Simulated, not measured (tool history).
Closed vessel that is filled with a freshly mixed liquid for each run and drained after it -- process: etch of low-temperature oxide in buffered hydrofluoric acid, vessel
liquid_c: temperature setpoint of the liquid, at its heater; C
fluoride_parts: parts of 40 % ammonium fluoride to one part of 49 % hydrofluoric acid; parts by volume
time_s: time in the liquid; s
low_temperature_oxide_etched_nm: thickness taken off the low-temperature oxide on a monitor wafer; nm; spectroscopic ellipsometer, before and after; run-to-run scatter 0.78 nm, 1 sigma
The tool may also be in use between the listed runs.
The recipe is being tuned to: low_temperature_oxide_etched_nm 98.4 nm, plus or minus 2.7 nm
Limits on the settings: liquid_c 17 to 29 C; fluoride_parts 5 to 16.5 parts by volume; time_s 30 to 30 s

| run | hour | liquid_c | fluoride_parts | time_s | low_temperature_oxide_etched_nm |
|---|---|---|---|---|---|
| 1 | 0 | 21 | 10 | 30 | 50.656 |
| 2 | 4.3 | 23 | 9.5 | 30 | 58.712 |
| 3 | 7.3 | 23 | 9.5 | 30 | 58.554 |
| 4 | 9.6 | 23 | 9.5 | 30 | 58.1 |
| 5 | 18.6 | 23 | 11 | 30 | 51.995 |
| 6 | 24.1 | 24.5 | 10 | 30 | 61.129 |
| 7 | 33.2 | 24.5 | 10 | 30 | 60.913 |
| 8 | 35 | 25.5 | 9 | 30 | 68.954 |
| 9 | 41.9 | 26.5 | 8.5 | 30 | 77.672 |
| 10 | 43 | 27 | 8 | 30 | 85.421 |
| 11 | 49.7 | 27.5 | 8 | 30 | 87.385 |
| 12 | 51.7 | 28 | 8 | 30 | 90.972 |
| 13 | 53.9 | 28.5 | 8 | 30 | 91.981 |
| 14 | 59.1 | 29 | 7.5 | 30 | 101.34 |

Exactly one of the 4 candidate moves below puts every result within its allowed miss. Which one?
| A | 64.3 | 28.5 | 8 | 30 | ? |
| B | 64.3 | 27 | 7.5 | 30 | ? |
| C | 64.3 | 27.5 | 7.5 | 30 | ? |
| D | 64.3 | 27 | 7 | 30 | ? |

| move | low_temperature_oxide_etched_nm |
|---|---|
| A | 93.635 |
| B | 92.706 |
| C | 95.21 |
| D | 99.866 |
A: takes the result that was furthest off past its target
B: takes the result that was furthest off past its target
C: takes the result that was furthest off past its target
D: meets every target
D is the move that brings every result within its allowed miss.

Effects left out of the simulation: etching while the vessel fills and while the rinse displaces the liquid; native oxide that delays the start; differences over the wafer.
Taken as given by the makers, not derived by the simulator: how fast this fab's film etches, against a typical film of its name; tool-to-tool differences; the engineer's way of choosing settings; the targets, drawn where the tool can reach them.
